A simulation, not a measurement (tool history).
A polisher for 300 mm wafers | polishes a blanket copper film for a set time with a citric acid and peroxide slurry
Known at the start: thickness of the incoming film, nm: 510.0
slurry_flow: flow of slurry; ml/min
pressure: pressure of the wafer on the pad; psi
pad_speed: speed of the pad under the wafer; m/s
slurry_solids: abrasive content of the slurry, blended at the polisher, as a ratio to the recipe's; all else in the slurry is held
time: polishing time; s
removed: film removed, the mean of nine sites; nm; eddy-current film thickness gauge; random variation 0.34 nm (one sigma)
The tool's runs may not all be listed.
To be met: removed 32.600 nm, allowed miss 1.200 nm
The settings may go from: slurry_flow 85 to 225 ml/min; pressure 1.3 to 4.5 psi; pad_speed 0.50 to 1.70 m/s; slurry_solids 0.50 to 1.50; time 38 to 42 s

run  hour  slurry_flow  pressure  pad_speed  slurry_solids  time  removed
  1   0.0          145       2.9       1.10           1.00    42   82.431
  2   7.6          140       2.6       1.02           1.00    42   69.442
  3  11.1          140       2.3       0.94           1.00    42   59.693
  4  19.7          140       2.3       0.94           0.85    42   56.905
  5  20.2          140       2.1       0.88           0.85    42   48.832
  6  23.7          155       2.1       0.88           0.85    42   50.821
  7  29.6          150       1.9       0.84           0.85    42   45.277
  8  38.3          145       1.8       0.82           0.85    42   41.525
  9  40.0          140       1.7       0.82           0.85    42   39.221
 10  40.9          130       1.7       0.82           0.85    42   39.033
 11  49.9          125       1.6       0.82           0.85    42   36.775
 12  55.4          120       1.6       0.82           0.85    42   36.212
 13  62.7          115       1.6       0.82           0.85    42   36.532
 14  64.8          110       1.6       0.82           0.85    42   36.015
 15  71.2          105       1.6       0.82           0.85    42   35.585

4 next moves are on the table. One of them brings every result within its allowed miss. Which?
  A  77.6          110       2.3       0.66           0.50    42        ?
  B  77.6          150       1.5       0.80           0.80    39        ?
  C  77.6           95       2.0       0.76           0.85    41        ?
  D  77.6          120       1.8       0.82           0.90    42        ?

move  removed
   A   39.121
   B   32.274
   C   38.867
   D   40.468
A: further off than the last run
B: meets every target
C: further off than the last run
D: further off than the last run
Answer: B

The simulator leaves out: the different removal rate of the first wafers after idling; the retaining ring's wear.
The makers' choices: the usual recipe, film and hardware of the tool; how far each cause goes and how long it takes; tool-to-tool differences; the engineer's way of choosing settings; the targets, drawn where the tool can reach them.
